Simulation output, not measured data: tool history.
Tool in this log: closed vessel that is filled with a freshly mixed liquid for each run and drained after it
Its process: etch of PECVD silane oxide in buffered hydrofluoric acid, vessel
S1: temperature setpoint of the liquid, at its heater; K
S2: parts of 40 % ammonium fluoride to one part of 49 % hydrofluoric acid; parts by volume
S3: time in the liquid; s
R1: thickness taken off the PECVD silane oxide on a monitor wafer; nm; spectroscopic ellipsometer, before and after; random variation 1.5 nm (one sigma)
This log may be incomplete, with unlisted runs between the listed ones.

run,day,S1,S2,S3,R1
1,0.000,294.15,13.0,95,128.49
2,0.271,297.65,13.0,95,156.57
3,0.308,297.65,10.5,95,190.01
4,0.358,298.65,10.0,95,214.61
5,0.588,298.65,11.5,95,186.87
6,0.688,296.65,11.5,95,165.65
# day 0.896: thermometer replaced
7,0.896,297.65,11.0,95,208.87

Forecast run 8:
8,1.154,298.65,11.0,95,?

{"run 8": {"R1": 221.43}}
